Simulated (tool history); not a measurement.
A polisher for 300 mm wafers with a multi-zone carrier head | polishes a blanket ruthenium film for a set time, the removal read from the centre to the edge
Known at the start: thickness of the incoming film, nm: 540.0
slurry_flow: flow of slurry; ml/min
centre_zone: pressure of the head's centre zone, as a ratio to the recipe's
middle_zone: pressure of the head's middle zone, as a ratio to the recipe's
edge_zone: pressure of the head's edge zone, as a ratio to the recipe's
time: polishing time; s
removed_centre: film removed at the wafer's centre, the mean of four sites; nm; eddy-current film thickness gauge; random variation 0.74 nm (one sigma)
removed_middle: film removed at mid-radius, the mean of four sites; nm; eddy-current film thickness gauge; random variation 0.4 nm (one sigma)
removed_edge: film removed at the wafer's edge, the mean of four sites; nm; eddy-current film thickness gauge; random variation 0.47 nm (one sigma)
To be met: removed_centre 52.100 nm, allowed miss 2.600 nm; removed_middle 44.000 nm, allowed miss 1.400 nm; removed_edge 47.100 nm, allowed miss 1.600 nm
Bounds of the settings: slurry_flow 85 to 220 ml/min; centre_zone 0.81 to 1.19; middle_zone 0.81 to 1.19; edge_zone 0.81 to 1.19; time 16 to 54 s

Run 1, day 0.000: slurry_flow 140 ml/min, centre_zone 1.00, middle_zone 1.00, edge_zone 1.00, time 35 s. Result: removed_centre 32.829 nm, removed_middle 31.094 nm, removed_edge 32.623 nm.
Run 2, day 0.200: slurry_flow 150 ml/min, centre_zone 1.03, middle_zone 1.01, edge_zone 1.03, time 37 s. Result: removed_centre 35.965 nm, removed_middle 33.121 nm, removed_edge 34.996 nm.
Run 3, day 0.283: slurry_flow 150 ml/min, centre_zone 1.03, middle_zone 1.01, edge_zone 1.03, time 40 s. Result: removed_centre 38.151 nm, removed_middle 36.477 nm, removed_edge 37.879 nm.
Run 4, day 0.542: slurry_flow 150 ml/min, centre_zone 1.00, middle_zone 1.01, edge_zone 1.03, time 40 s. Result: removed_centre 37.960 nm, removed_middle 36.491 nm, removed_edge 37.121 nm.
Run 5, day 0.729: slurry_flow 150 ml/min, centre_zone 1.00, middle_zone 1.01, edge_zone 1.03, time 43 s. Result: removed_centre 41.204 nm, removed_middle 39.097 nm, removed_edge 39.865 nm.
Run 6, day 0.996: slurry_flow 150 ml/min, centre_zone 1.00, middle_zone 0.95, edge_zone 1.03, time 43 s. Result: removed_centre 41.385 nm, removed_middle 37.564 nm, removed_edge 41.050 nm.
Run 7, day 1.288: slurry_flow 160 ml/min, centre_zone 1.03, middle_zone 0.96, edge_zone 1.04, time 44 s. Result: removed_centre 42.779 nm, removed_middle 39.017 nm, removed_edge 42.153 nm.
Run 8, day 1.621: slurry_flow 160 ml/min, centre_zone 1.06, middle_zone 0.96, edge_zone 1.03, time 45 s. Result: removed_centre 44.463 nm, removed_middle 39.653 nm, removed_edge 42.296 nm.
Run 9, day 1.883: slurry_flow 165 ml/min, centre_zone 1.08, middle_zone 0.96, edge_zone 1.04, time 46 s. Result: removed_centre 48.507 nm, removed_middle 40.852 nm, removed_edge 44.441 nm.
Run 10, day 2.167: slurry_flow 170 ml/min, centre_zone 1.08, middle_zone 0.97, edge_zone 1.05, time 46 s. Result: removed_centre 48.389 nm, removed_middle 42.121 nm, removed_edge 44.567 nm.
Run 11, day 2.362: slurry_flow 175 ml/min, centre_zone 1.09, middle_zone 0.97, edge_zone 1.06, time 46 s. Result: removed_centre 48.235 nm, removed_middle 42.182 nm, removed_edge 45.452 nm.
Run 12, day 2.512: slurry_flow 200 ml/min, centre_zone 1.15, middle_zone 0.98, edge_zone 1.05, time 46 s. Result: removed_centre 54.146 nm, removed_middle 43.025 nm, removed_edge 44.700 nm.
Run 13, day 2.654: slurry_flow 200 ml/min, centre_zone 1.14, middle_zone 0.98, edge_zone 1.06, time 46 s. Result: removed_centre 51.884 nm, removed_middle 42.778 nm, removed_edge 45.480 nm.

Which of these 4 next moves meets every target?
Run A, day 2.796: slurry_flow 165 ml/min, centre_zone 1.16, middle_zone 1.04, edge_zone 1.17, time 46 s. Result: removed_centre ?, removed_middle ?, removed_edge ?.
Run B, day 2.796: slurry_flow 200 ml/min, centre_zone 1.07, middle_zone 0.93, edge_zone 1.13, time 46 s. Result: removed_centre ?, removed_middle ?, removed_edge ?.
Run C, day 2.796: slurry_flow 190 ml/min, centre_zone 1.18, middle_zone 1.04, edge_zone 0.99, time 50 s. Result: removed_centre ?, removed_middle ?, removed_edge ?.
Run D, day 2.796: slurry_flow 220 ml/min, centre_zone 1.10, middle_zone 0.92, edge_zone 0.93, time 47 s. Result: removed_centre ?, removed_middle ?, removed_edge ?.

move  removed_centre  removed_middle  removed_edge
   A          50.706          43.136        47.364
   B          48.270          40.629        47.616
   C          57.469          47.930        48.240
   D          51.437          41.691        44.792
A: meets every target
B: brings the result that was furthest off to its target, and leaves another outside
C: brings the result that was furthest off to its target, and leaves another outside
D: further off than the last run
Answer: A
